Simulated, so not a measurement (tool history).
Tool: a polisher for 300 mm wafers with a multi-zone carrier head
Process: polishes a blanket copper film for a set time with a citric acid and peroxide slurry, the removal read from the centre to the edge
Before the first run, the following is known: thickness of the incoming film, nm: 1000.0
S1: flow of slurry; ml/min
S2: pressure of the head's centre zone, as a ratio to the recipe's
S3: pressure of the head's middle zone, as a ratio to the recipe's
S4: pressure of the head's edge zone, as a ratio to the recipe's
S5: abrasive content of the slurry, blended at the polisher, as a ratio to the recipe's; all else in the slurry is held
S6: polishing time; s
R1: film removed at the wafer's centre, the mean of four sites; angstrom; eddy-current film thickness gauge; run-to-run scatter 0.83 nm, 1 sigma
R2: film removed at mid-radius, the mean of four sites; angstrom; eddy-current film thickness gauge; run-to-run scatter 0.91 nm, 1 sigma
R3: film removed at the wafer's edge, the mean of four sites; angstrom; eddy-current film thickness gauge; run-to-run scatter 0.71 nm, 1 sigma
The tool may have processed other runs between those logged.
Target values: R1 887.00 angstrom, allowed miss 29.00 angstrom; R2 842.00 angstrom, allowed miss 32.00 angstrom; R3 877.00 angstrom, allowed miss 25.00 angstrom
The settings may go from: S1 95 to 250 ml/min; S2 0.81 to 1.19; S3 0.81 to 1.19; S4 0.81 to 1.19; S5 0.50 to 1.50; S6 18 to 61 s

run  hour   S1    S2    S3    S4    S5  S6       R1       R2       R3
  1   0.0  160  1.00  1.00  1.00  1.00  39  1105.10  1089.00  1089.60
  2   9.0  150  0.98  0.96  0.95  0.85  39  1046.80  1005.50  1032.90
  3  10.2  140  0.97  0.95  0.92  0.75  38   942.50   920.42   953.30
  4  12.8  140  0.97  0.95  0.92  0.85  38   986.30   957.52   979.37
  5  16.1  140  0.97  1.00  0.92  0.85  38   972.03  1010.20   990.05
  6  17.7  140  0.92  1.00  0.92  0.85  38   953.64   984.34   967.75
  7  25.6  140  0.90  0.96  0.88  0.85  38   922.12   954.93   967.79
  8  26.9  115  0.97  0.92  0.83  0.60  37   859.95   799.44   833.63
  9  35.4  125  0.97  0.92  0.84  0.60  37   886.58   835.25   843.27

Pick the move, out of 4, that brings all results within their allowed miss; only one does.
  A  43.9  175  0.94  0.89  0.86  0.55  36   ?   ?   ?
  B  43.9  130  1.06  0.92  0.87  0.75  33   ?   ?   ?
  C  43.9  130  0.90  0.92  0.88  0.55  38   ?   ?   ?
  D  43.9  105  0.99  0.84  0.85  0.60  39   ?   ?   ?

move      R1      R2      R3
   A  879.20  828.88  865.01
   B  892.24  771.55  801.01
   C  827.22  844.28  879.53
   D  882.98  766.10  867.01
A: in spec on every target
B: misses by more than the last run did
C: gets the furthest-off result to its target, but another result is out of tolerance
D: gets the furthest-off result to its target, but another result is out of tolerance
Go with A: it meets all targets.
